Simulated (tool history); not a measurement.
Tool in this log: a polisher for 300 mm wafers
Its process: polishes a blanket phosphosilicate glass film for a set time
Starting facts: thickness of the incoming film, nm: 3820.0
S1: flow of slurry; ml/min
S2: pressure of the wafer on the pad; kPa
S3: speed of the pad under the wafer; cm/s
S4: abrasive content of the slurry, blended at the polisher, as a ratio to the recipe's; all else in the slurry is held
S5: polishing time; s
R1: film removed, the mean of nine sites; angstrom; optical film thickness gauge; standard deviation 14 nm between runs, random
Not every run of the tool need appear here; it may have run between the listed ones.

{"run": 1, "hour": 0.0, "S1": 230, "S2": 26.2, "S3": 126, "S4": 1, "S5": 106, "R1": 13975}
{"run": 2, "hour": 7.5, "S1": 235, "S2": 28.3, "S3": 126, "S4": 1, "S5": 106, "R1": 14894}
{"run": 3, "hour": 12.6, "S1": 235, "S2": 30.3, "S3": 126, "S4": 1, "S5": 106, "R1": 16106}
{"run": 4, "hour": 15.9, "S1": 195, "S2": 30.3, "S3": 126, "S4": 1, "S5": 106, "R1": 15820}
{"run": 5, "hour": 18.1, "S1": 195, "S2": 34.5, "S3": 126, "S4": 1, "S5": 106, "R1": 17877}
{"run": 6, "hour": 24.9, "S1": 195, "S2": 34.5, "S3": 112, "S4": 1, "S5": 106, "R1": 16410}
{"run": 7, "hour": 28.1, "S1": 200, "S2": 35.9, "S3": 114, "S4": 1, "S5": 106, "R1": 17239}
{"run": 8, "hour": 32.0, "S1": 200, "S2": 36.5, "S3": 116, "S4": 1, "S5": 106, "R1": 17789}
{"run": 9, "hour": 38.9, "S1": 200, "S2": 37.2, "S3": 118, "S4": 1, "S5": 106, "R1": 18249}

The next listed run, before its measurement:
{"run": 10, "hour": 42.2, "S1": 225, "S2": 40.7, "S3": 122, "S4": 1, "S5": 106, "R1": "?"}

For run 10 the tool returned R1 20637 angstrom.
